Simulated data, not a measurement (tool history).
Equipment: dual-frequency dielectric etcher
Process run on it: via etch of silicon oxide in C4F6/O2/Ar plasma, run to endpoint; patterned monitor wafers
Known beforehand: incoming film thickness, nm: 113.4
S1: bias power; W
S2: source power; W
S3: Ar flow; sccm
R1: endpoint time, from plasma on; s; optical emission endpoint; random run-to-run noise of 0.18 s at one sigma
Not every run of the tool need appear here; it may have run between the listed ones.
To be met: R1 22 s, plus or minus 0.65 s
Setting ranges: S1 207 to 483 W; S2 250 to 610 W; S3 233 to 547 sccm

| run | hour | S1 | S2 | S3 | R1 |
|---|---|---|---|---|---|
| 1 | 0 | 345 | 430 | 390 | 26.533 |
| 2 | 2 | 363 | 450 | 386 | 25 |
| 3 | 7.6 | 376 | 450 | 385 | 24.883 |
| 4 | 16.5 | 376 | 400 | 385 | 25.449 |
| 5 | 20.6 | 376 | 400 | 431 | 25.692 |
| 6 | 28.3 | 376 | 340 | 431 | 27.033 |
| 7 | 35.1 | 394 | 350 | 429 | 26.004 |
|  | 40.2 | source power generator calibrated |
| 8 | 40.2 | 394 | 350 | 429 | 25.86 |
| 9 | 42.1 | 409 | 360 | 428 | 25.153 |

Below are 5 possible settings for the next run. Only one of them brings all results inside the allowed miss of their targets. Which is it?
| A | 44 | 384 | 370 | 493 | ? |
| B | 44 | 483 | 430 | 450 | ? |
| C | 44 | 442 | 370 | 403 | ? |
| D | 44 | 377 | 510 | 403 | ? |
| E | 44 | 446 | 380 | 423 | ? |

| move | R1 |
|---|---|
| A | 26.016 |
| B | 22.073 |
| C | 23.69 |
| D | 23.923 |
| E | 23.538 |
A: moves away from the targets compared with the last run
B: hits every target within its allowed miss
C: nearer than the last run, and not there yet
D: nearer than the last run, and not there yet
E: nearer than the last run, and not there yet
B is the move that brings every result within its allowed miss.
